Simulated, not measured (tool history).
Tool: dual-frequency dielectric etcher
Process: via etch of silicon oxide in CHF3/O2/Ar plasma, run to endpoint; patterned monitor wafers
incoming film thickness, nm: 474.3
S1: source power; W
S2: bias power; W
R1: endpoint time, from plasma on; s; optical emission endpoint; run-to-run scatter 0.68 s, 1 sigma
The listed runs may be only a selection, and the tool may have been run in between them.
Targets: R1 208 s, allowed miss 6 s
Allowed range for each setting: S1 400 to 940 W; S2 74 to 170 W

run  hour   S1   S2      R1
  1     0  670  122  245.65
  2   7.9  560  122  265.12
  3  11.3  650  128  242.53
  4    20  650  116  252.65
  5  24.6  720  120  240.44
  6  25.5  770  124  229.61
  7  30.3  810  127  223.85
  8  31.2  840  129  217.42

Exercise: of the 5 proposed moves below, exactly one satisfies all targets within the stated allowed misses. Which move is it?
  A  32.1  940  127   ?
  B  32.1  790  130   ?
  C  32.1  760  123   ?
  D  32.1  910  105   ?
  E  32.1  850  119   ?

move      R1
   A  210.25
   B  223.56
   C  232.56
   D  230.83
   E  225.21
A: all results in spec
B: lands further from the targets than the last run did
C: lands further from the targets than the last run did
D: lands further from the targets than the last run did
E: lands further from the targets than the last run did
The move that meets every target is A.

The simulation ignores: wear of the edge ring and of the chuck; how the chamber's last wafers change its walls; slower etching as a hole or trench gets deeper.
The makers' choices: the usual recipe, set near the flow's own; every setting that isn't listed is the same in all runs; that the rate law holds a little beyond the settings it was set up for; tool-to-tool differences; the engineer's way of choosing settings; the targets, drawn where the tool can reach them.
